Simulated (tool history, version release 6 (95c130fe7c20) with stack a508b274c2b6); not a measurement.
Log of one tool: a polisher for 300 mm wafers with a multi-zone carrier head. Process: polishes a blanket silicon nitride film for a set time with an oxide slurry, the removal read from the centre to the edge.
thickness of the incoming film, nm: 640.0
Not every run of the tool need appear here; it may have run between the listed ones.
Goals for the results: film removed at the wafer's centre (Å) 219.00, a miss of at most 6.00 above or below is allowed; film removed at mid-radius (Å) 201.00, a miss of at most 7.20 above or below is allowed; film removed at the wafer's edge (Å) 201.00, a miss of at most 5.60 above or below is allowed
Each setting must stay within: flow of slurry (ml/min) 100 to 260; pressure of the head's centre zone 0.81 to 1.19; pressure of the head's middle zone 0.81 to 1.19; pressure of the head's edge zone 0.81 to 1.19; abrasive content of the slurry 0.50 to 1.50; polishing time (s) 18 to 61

run,hour,flow of slurry (ml/min),pressure of the head's centre zone,pressure of the head's middle zone,pressure of the head's edge zone,abrasive content of the slurry,polishing time (s),film removed at the wafer's centre (Å),film removed at mid-radius (Å),film removed at the wafer's edge (Å)
1,0.0,165,1.00,1.00,1.00,1.00,39,310.58,306.09,311.28
2,5.2,165,1.00,1.00,1.07,1.00,39,311.43,306.26,323.88
3,8.7,165,1.00,0.98,1.02,0.90,38,284.74,270.23,284.49
4,14.8,165,1.00,1.05,1.02,0.90,38,285.38,286.80,288.56
5,15.5,165,1.00,1.05,1.02,0.80,38,265.81,262.03,261.78
6,19.8,160,0.99,1.03,0.98,0.75,38,245.50,243.75,249.71
7,27.3,160,1.00,1.03,0.95,0.70,38,231.38,226.58,226.43
8,28.5,150,1.01,1.02,0.93,0.70,38,235.53,230.00,225.54
9,31.2,150,1.01,0.99,0.90,0.70,38,233.30,230.42,224.91

Exercise: of the 5 proposed moves below, exactly one satisfies all targets within the stated allowed misses. Which move is it?
A,33.9,195,1.11,0.98,1.15,0.50,53,?,?,?
B,33.9,140,1.06,1.00,0.93,0.60,40,?,?,?
C,33.9,210,1.10,0.81,1.02,0.60,40,?,?,?
D,33.9,125,0.87,1.04,0.90,0.80,39,?,?,?
E,33.9,140,1.18,1.02,0.81,0.65,38,?,?,?

move,film removed at the wafer's centre (Å),film removed at mid-radius (Å),film removed at the wafer's edge (Å)
A,254.68,222.05,240.62
B,220.11,204.16,199.06
C,239.97,192.14,215.25
D,225.07,260.76,245.86
E,252.88,212.64,192.85
A: the biggest miss grows against the last run
B: every result within its allowed miss
C: an improvement on the last run, though not all results are within tolerance
D: the biggest miss grows against the last run
E: the result that was furthest off in the last run now lies on the other side of its target
Move B is the one to make.
